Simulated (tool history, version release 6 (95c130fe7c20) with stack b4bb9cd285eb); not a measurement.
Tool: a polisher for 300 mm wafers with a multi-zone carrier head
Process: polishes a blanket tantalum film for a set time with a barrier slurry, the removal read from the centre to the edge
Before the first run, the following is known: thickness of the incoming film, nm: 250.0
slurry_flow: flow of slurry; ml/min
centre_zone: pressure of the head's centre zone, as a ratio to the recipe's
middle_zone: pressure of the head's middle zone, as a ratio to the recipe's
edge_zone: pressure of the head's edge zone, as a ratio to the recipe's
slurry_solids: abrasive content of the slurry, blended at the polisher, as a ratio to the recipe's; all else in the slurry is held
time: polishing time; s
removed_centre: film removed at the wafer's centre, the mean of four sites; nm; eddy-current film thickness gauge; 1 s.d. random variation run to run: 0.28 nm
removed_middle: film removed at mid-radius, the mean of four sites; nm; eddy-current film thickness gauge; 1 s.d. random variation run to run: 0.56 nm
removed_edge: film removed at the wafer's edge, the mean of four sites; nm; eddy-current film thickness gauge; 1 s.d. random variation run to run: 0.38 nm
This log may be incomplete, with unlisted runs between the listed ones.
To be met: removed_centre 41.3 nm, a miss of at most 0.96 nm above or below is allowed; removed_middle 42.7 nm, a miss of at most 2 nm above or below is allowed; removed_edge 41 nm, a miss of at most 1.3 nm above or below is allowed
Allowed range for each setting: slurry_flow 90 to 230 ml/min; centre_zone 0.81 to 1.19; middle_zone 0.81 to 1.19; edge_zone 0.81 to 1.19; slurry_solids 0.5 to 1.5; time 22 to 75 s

run  hour  slurry_flow  centre_zone  middle_zone  edge_zone  slurry_solids  time  removed_centre  removed_middle  removed_edge
  1     0          150            1            1          1              1    48          86.699          84.777        84.682
  2   3.7          150            1            1          1              1    41           73.43           72.74        71.401
  3  11.8          150         0.99         0.99       0.98           0.95    39          68.268          67.805        66.877
  4  19.1          150         0.99         1.04       0.98           0.95    39          68.143          71.315        67.736
  5  21.3          130         0.99         1.04       0.98           0.95    39          65.964          66.916        65.517
  6  25.2          130         0.91         1.04       0.98           0.95    39           60.13          66.525        64.902
  7  30.3          130         0.91         1.03       0.96            0.9    38          58.058          64.979        62.674
  8  34.4          130         0.92         1.02       0.95           0.85    37          55.953          61.849        59.161
  9  38.6          120         0.91         0.92       0.85            0.6    29          36.408          37.389        38.246
 10    45          125         0.91         0.92       0.85            0.6    29          37.279           37.15        38.729
 11  48.1          125         0.91         0.92       0.85            0.6    29           37.47          37.851        38.524
 12  51.7          130         0.91         0.92       0.85            0.6    29          37.978          37.613        39.178

4 next moves are on the table. One of them brings every result within its allowed miss. Which?
  A  55.3          135         0.92         0.93       0.81           0.55    30               ?               ?             ?
  B  55.3          150            1         1.07       0.84           0.55    29               ?               ?             ?
  C  55.3          100         0.98         1.03       0.85            0.7    30               ?               ?             ?
  D  55.3          145         0.96         0.93       0.87            0.5    30               ?               ?             ?

move  removed_centre  removed_middle  removed_edge
   A          38.335          37.872        39.163
   B          41.432           42.17        38.851
   C          41.209           42.09        41.582
   D          38.877          36.706        38.623
A: nearer the targets than the last run, but a result is still out of spec
B: brings the last run's worst result on target, with another outside its allowed miss
C: every result lands within tolerance
D: nearer the targets than the last run, but a result is still out of spec
So the answer is move C, the one that meets all the targets.
